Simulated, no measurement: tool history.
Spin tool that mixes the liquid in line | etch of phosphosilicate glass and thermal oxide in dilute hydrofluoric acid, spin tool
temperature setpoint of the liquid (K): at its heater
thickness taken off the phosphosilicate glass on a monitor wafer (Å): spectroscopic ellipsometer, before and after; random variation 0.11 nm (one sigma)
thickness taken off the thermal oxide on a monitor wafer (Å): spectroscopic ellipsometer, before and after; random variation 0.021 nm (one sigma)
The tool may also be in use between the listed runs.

run  hour  temperature setpoint of the liquid (K)  parts of water to one part of 49 % hydrofluoric acid (parts by volume)  time under the liquid (s)  thickness taken off the phosphosilicate glass on a monitor wafer (Å)  thickness taken off the thermal oxide on a monitor wafer (Å)
  1   0.0                                  299.15                                                                     250                         30                                                                195.93                                                        4.8829
  2   4.6                                  299.15                                                                     250                         35                                                                224.05                                                        6.5134
  3   6.5                                  297.15                                                                     270                         35                                                                187.99                                                        5.6657
  4  12.6                                  297.15                                                                     270                         40                                                                220.38                                                        5.5037
  5  16.6                                  295.65                                                                     290                         40                                                                189.35                                                        5.3230
  6  17.6                                  294.65                                                                     310                         40                                                                167.68                                                        4.6728
  7  20.2                                  293.65                                                                     325                         40                                                                153.41                                                        4.2481
  8  28.6                                  293.15                                                                     335                         40                                                                145.61                                                        3.8575
  9  34.6                                  292.65                                                                     345                         40                                                                135.47                                                        3.9754

For run 10, what comes out?
 10  38.7                                  293.15                                                                     375                         40                                                                     ?                                                             ?

{"run 10": {"thickness taken off the phosphosilicate glass on a monitor wafer (Å)": 123.08, "thickness taken off the thermal oxide on a monitor wafer (Å)": 3.3994}}
